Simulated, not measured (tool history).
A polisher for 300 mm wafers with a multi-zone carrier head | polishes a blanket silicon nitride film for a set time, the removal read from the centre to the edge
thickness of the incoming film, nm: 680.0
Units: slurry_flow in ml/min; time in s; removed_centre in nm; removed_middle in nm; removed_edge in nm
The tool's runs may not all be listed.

Run 1, hour 0.0: slurry_flow 245 ml/min, centre_zone 1.00, middle_zone 1.00, edge_zone 1.00, time 76 s. Result: removed_centre 146.190 nm, removed_middle 142.240 nm, removed_edge 144.460 nm.
Run 2, hour 7.6: slurry_flow 235 ml/min, centre_zone 0.96, middle_zone 0.99, edge_zone 0.97, time 67 s. Result: removed_centre 123.350 nm, removed_middle 124.530 nm, removed_edge 124.910 nm.
Run 3, hour 10.1: slurry_flow 295 ml/min, centre_zone 0.96, middle_zone 0.99, edge_zone 0.97, time 67 s. Result: removed_centre 131.040 nm, removed_middle 128.110 nm, removed_edge 129.680 nm.
Run 4, hour 16.8: slurry_flow 295 ml/min, centre_zone 0.96, middle_zone 0.94, edge_zone 0.97, time 67 s. Result: removed_centre 128.200 nm, removed_middle 122.600 nm, removed_edge 126.830 nm.
Run 5, hour 18.5: slurry_flow 265 ml/min, centre_zone 0.92, middle_zone 0.93, edge_zone 0.94, time 61 s. Result: removed_centre 112.760 nm, removed_middle 109.930 nm, removed_edge 116.030 nm.
Run 6, hour 25.3: slurry_flow 265 ml/min, centre_zone 0.87, middle_zone 0.93, edge_zone 0.94, time 61 s. Result: removed_centre 111.630 nm, removed_middle 110.090 nm, removed_edge 111.910 nm.
Run 7, hour 31.0: slurry_flow 235 ml/min, centre_zone 0.86, middle_zone 0.95, edge_zone 0.97, time 55 s. Result: removed_centre 98.309 nm, removed_middle 98.347 nm, removed_edge 103.130 nm.
Run 8, hour 39.1: slurry_flow 215 ml/min, centre_zone 0.85, middle_zone 0.98, edge_zone 0.97, time 51 s. Result: removed_centre 88.218 nm, removed_middle 93.264 nm, removed_edge 94.692 nm.
Run 9, hour 45.6: slurry_flow 215 ml/min, centre_zone 0.85, middle_zone 0.98, edge_zone 0.97, time 51 s. Result: removed_centre 89.630 nm, removed_middle 93.199 nm, removed_edge 92.645 nm.
Run 10, hour 46.5: slurry_flow 200 ml/min, centre_zone 0.84, middle_zone 1.00, edge_zone 1.00, time 49 s. Result: removed_centre 81.950 nm, removed_middle 90.163 nm, removed_edge 92.954 nm.
Run 11, hour 53.8: slurry_flow 190 ml/min, centre_zone 0.83, middle_zone 1.01, edge_zone 0.99, time 47 s. Result: removed_centre 80.561 nm, removed_middle 85.805 nm, removed_edge 86.409 nm.

Forecast run 12:
Run 12, hour 60.0: slurry_flow 185 ml/min, centre_zone 0.83, middle_zone 1.03, edge_zone 1.00, time 46 s. Result: removed_centre ?, removed_middle ?, removed_edge ?.

removed_centre: 76.982 nm
removed_middle: 85.994 nm
removed_edge: 84.461 nm
